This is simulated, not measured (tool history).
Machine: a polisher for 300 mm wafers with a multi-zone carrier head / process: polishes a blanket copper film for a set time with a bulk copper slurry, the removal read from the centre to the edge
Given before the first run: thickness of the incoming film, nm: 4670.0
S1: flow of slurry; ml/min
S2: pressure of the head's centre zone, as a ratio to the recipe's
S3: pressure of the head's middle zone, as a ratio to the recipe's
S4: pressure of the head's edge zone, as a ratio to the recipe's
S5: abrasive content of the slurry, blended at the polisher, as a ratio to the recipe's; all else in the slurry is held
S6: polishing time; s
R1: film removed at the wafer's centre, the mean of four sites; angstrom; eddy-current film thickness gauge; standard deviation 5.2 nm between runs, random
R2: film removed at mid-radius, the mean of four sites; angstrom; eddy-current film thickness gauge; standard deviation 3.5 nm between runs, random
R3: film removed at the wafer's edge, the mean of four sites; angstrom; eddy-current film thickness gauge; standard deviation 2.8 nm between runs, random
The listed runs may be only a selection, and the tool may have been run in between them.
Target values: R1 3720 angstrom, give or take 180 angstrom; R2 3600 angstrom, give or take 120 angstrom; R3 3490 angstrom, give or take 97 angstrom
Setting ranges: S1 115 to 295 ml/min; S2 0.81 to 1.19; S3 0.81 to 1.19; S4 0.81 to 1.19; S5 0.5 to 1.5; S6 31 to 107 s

run  hour   S1    S2    S3    S4    S5  S6      R1      R2      R3
  1     0  190     1     1     1     1  69  5271.4  5084.1  5010.8
  2   6.4  190     1     1  1.04     1  69  5313.5  5090.2  5144.2
  3  13.5  190     1     1  1.04   1.1  69    5290  5210.2  5193.4
  4  21.5  190     1  1.08  1.04   1.1  69  5308.2  5334.1  5141.9
  5  29.5  185     1  1.07  1.03  1.05  67  4992.4  5205.8  4929.8
  6    34  185     1  1.07  1.03  1.05  73  5391.7  5729.1  5395.8
  7  42.7  185     1  1.06  1.02     1  71  5422.6  5445.6  5248.9
  8  46.4  155   0.9  1.08  0.92  0.75  52  3283.9    3693    3356
  9  47.7  155  0.91  1.07  0.92  0.75  52  3346.3  3658.8  3383.3

Consider the 4 candidate settings below. Which is the only one whose results all fall within their allowed miss of target?
  A    49  145  0.87  1.02  0.96  0.85  51   ?   ?   ?
  B    49  185  0.88  1.12  1.01   0.7  50   ?   ?   ?
  C    49  140  1.11  1.08  0.81   0.5  55   ?   ?   ?
  D    49  150     1     1  0.94  0.75  54   ?   ?   ?

move      R1      R2      R3
   A  3153.2  3495.9  3363.7
   B  3186.6  3741.6  3368.8
   C  3742.5  3573.4    3083
   D  3675.1  3590.7  3473.2
A: misses by more than the last run did
B: misses by more than the last run did
C: brings the last run's worst result on target, with another outside its allowed miss
D: all results land within tolerance of their targets
The move that meets every target is D.
